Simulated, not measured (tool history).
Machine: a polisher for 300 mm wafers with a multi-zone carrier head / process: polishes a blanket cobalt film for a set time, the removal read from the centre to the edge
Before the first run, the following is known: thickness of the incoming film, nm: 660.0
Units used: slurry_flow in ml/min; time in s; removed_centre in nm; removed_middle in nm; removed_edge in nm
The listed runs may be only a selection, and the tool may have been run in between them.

run 1 day=0 | slurry_flow=225 centre_zone=1 middle_zone=1 edge_zone=1 time=46 | removed_centre=124.16 removed_middle=123.37 removed_edge=125.96
run 2 day=0.183 | slurry_flow=225 centre_zone=1.06 middle_zone=1 edge_zone=1 time=46 | removed_centre=132.13 removed_middle=120.28 removed_edge=124.67
run 3 day=0.45 | slurry_flow=230 centre_zone=1.07 middle_zone=1.02 edge_zone=0.99 time=47 | removed_centre=140.19 removed_middle=127.36 removed_edge=130.2
run 4 day=0.621 | slurry_flow=230 centre_zone=1.07 middle_zone=1.02 edge_zone=0.92 time=47 | removed_centre=138.25 removed_middle=126.13 removed_edge=122.14
run 5 day=0.696 | slurry_flow=235 centre_zone=1.07 middle_zone=1.04 edge_zone=0.92 time=47 | removed_centre=136.69 removed_middle=130.25 removed_edge=123.44
run 6 day=0.75 | slurry_flow=235 centre_zone=1.07 middle_zone=1.04 edge_zone=0.92 time=57 | removed_centre=166.95 removed_middle=156.5 removed_edge=151.4
run 7 day=0.962 | slurry_flow=235 centre_zone=1.07 middle_zone=1.05 edge_zone=0.91 time=57 | removed_centre=170.73 removed_middle=157.78 removed_edge=149.73
run 8 day=1.133 | slurry_flow=235 centre_zone=1.07 middle_zone=1.06 edge_zone=0.9 time=57 | removed_centre=169.33 removed_middle=158.48 removed_edge=145.45

Run 9 comes next. What will it give?
run 9 day=1.371 | slurry_flow=235 centre_zone=1.07 middle_zone=1.07 edge_zone=0.9 time=57 | removed_centre=? removed_middle=? removed_edge=?

{"run 9": {"removed_centre": 166.35, "removed_middle": 161.45, "removed_edge": 146.16}}
